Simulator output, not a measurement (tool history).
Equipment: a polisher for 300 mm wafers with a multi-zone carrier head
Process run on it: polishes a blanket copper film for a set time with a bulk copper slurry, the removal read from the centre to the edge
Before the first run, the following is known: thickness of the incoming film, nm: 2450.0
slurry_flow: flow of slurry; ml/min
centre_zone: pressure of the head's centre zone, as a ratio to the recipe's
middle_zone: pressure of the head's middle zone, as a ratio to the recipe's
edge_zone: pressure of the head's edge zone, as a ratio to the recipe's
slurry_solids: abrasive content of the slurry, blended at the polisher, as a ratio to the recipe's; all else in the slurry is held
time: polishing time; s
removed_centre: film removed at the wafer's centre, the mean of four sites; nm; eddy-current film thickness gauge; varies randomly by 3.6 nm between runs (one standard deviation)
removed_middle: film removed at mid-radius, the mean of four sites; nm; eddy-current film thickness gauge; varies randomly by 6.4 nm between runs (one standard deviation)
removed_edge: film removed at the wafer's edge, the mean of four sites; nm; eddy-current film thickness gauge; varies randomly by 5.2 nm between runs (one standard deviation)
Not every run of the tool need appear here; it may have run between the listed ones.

run	day	slurry_flow	centre_zone	middle_zone	edge_zone	slurry_solids	time	removed_centre	removed_middle	removed_edge
1	0	155	1	1	1	1	59	703.64	705.1	724.98
2	0.021	155	1	0.98	0.98	0.95	59	692.4	690.17	723.84
3	0.262	155	1.01	0.97	0.97	0.9	58	691.51	676.06	705.68
4	0.5	155	1.01	1	0.97	0.9	58	683.9	683.02	685.64
5	0.762	155	1.01	0.93	0.97	0.9	58	695.56	641.2	706.63
# day 0.817: slurry nozzle cleaned
6	0.817	150	1.01	0.92	0.96	0.85	57	722.18	666.91	699.42
7	0.983	150	1.02	0.92	0.97	0.85	55	712.02	650.35	690.29
8	1.05	150	1.01	0.91	0.96	0.85	54	699.46	639.65	663.48
9	1.075	150	1	0.9	0.97	0.85	52	656.35	605.25	644.13
10	1.275	150	1	0.9	0.97	0.85	52	657.22	604.36	653.14
11	1.383	150	1	0.89	0.96	0.85	51	642.82	583.89	631.36
12	1.442	150	1	0.88	0.95	0.85	51	647.61	586.91	644.14
13	1.783	150	1	0.87	0.95	0.85	50	626.87	564.04	622.04

For run 14, what comes out?
14	2.067	150	1	0.86	0.94	0.85	50	?	?	?

Run 14 produced removed_centre 631.9 nm, removed_middle 570.74 nm, removed_edge 606.88 nm.
